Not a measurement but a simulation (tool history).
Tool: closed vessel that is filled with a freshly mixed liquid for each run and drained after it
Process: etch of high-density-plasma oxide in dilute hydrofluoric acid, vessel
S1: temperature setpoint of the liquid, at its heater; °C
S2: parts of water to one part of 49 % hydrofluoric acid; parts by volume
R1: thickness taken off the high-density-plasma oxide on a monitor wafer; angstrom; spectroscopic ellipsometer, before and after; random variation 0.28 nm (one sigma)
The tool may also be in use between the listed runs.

{"run": 1, "day": 0.0, "S1": 23.0, "S2": 60, "time in the liquid (s)": 210, "R1": 195.67}
{"run": 2, "day": 0.221, "S1": 24.0, "S2": 60, "time in the liquid (s)": 210, "R1": 204.17}
{"run": 3, "day": 0.512, "S1": 24.0, "S2": 45, "time in the liquid (s)": 210, "R1": 277.98}
{"run": 4, "day": 0.708, "S1": 24.0, "S2": 45, "time in the liquid (s)": 225, "R1": 297.79}
{"run": 5, "day": 1.067, "S1": 24.0, "S2": 65, "time in the liquid (s)": 225, "R1": 203.0}
{"run": 6, "day": 1.288, "S1": 24.0, "S2": 65, "time in the liquid (s)": 225, "R1": 200.62}
{"run": 7, "day": 1.317, "S1": 25.0, "S2": 65, "time in the liquid (s)": 225, "R1": 212.89}
{"run": 8, "day": 1.671, "S1": 26.0, "S2": 65, "time in the liquid (s)": 225, "R1": 217.95}
{"run": 9, "day": 1.708, "S1": 26.5, "S2": 65, "time in the liquid (s)": 225, "R1": 222.32}
{"run": 10, "day": 1.771, "S1": 27.0, "S2": 65, "time in the liquid (s)": 225, "R1": 229.94}
{"run": 11, "day": 2.1, "S1": 27.5, "S2": 65, "time in the liquid (s)": 225, "R1": 233.37}

Forecast run 12:
{"run": 12, "day": 2.246, "S1": 28.0, "S2": 65, "time in the liquid (s)": 225, "R1": "?"}

{"run 12": {"R1": 236.12}}

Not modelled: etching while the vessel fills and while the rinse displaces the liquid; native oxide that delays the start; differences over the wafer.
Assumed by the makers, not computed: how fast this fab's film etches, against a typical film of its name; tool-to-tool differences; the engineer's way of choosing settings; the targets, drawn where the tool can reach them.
